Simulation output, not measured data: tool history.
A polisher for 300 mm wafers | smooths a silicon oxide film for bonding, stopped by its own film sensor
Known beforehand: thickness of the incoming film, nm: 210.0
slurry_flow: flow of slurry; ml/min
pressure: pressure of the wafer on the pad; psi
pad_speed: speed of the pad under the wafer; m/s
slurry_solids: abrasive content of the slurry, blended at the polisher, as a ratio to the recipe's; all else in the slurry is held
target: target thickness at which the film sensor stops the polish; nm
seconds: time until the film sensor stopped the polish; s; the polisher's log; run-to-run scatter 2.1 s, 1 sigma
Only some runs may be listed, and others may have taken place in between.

run    day  slurry_flow  pressure  pad_speed  slurry_solids  target  seconds
  1      0          210       2.4       0.98              1     144   67.228
  2  0.258          210       2.1       0.96              1     144   79.819
  3  0.333          210       2.1       1.18              1     144   65.868
  4  0.446          175       2.1       1.18              1     144   69.974
  5  0.712          175       2.1       1.02              1     144   76.191
  6  0.871          175       2.1       0.92              1     144   82.304

Estimate the outcome of run 7 from the log above:
  7  1.079          175       1.9        0.9              1     144        ?

{"run 7": {"seconds": 95.209}}
